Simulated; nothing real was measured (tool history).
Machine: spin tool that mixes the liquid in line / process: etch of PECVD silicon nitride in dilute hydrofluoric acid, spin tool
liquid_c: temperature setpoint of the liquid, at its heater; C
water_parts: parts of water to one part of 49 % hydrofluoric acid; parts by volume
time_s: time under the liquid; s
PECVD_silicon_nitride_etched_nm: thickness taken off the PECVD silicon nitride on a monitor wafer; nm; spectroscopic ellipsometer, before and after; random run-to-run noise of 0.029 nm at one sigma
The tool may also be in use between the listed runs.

run    day  liquid_c  water_parts  time_s  PECVD_silicon_nitride_etched_nm
  1      0        24          230      65                          0.54757
  2  0.096        26          200      65                           0.7328
  3  0.154      27.5          185      65                          0.85045
  4  0.288      27.5          185      65                          0.86909
  5  0.388      28.5          170      65                           1.0001
  6  0.533      29.5          160      65                           1.1225
  7  0.796        30          155      65                           1.1888

Expected results for the next run?
  8  0.992      30.5          150      65                                ?

For run 8 the tool returned PECVD_silicon_nitride_etched_nm 1.3018 nm.
